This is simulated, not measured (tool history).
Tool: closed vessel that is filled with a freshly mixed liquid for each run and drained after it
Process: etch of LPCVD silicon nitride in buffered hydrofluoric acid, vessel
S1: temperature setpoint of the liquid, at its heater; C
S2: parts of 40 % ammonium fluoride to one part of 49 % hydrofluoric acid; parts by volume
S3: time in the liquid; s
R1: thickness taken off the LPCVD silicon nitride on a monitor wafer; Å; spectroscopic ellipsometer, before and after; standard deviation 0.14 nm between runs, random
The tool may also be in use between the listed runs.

run  hour    S1    S2    S3      R1
  1   0.0  20.0  11.0  2305  255.61
  2   2.7  19.5  11.5  2305  239.16
  3   7.6  19.5  11.5  2455  252.35
  4  14.9  21.5  11.5  2455  286.17
  5  24.6  21.5   9.0  2455  344.77
  6  29.1  20.5  10.0  2450  304.76
  7  30.7  20.0  11.0  2445  271.80
  8  33.6  19.5  11.5  2440  252.27
  9  35.8  19.5  11.5  2440  248.79
 10  38.8  19.0  12.0  2440  234.07

Run 11 comes next. What will it give?
 11  47.8  18.5  12.5  2440   ?

{"run 11": {"R1": 218.19}}

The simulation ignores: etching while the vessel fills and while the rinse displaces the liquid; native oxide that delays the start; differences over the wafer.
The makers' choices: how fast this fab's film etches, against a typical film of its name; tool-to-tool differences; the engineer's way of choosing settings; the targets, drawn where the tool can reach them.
